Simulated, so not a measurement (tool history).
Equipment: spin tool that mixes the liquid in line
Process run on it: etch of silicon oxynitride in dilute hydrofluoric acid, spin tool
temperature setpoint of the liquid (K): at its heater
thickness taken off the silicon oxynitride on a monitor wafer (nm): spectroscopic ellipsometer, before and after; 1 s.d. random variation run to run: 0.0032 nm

| run | hour | temperature setpoint of the liquid (K) | parts of water to one part of 49 % hydrofluoric acid (parts by volume) | time under the liquid (s) | thickness taken off the silicon oxynitride on a monitor wafer (nm) |
|---|---|---|---|---|---|
| 1 | 0.0 | 295.15 | 285 | 40 | 0.21123 |
| 2 | 7.5 | 295.15 | 285 | 20 | 0.10032 |
| 3 | 13.3 | 295.65 | 280 | 20 | 0.10581 |
| 4 | 14.0 | 295.15 | 275 | 20 | 0.10441 |
| 5 | 19.0 | 295.15 | 275 | 40 | 0.21203 |
| 6 | 24.3 | 295.15 | 290 | 40 | 0.19839 |
| 7 | 26.2 | 295.15 | 290 | 35 | 0.16981 |

Run 8, settings as shown, results not yet in. Your forecast:
| 8 | 34.3 | 295.15 | 300 | 30 | ? |

{"run 8": {"thickness taken off the silicon oxynitride on a monitor wafer (nm)": 0.14448}}
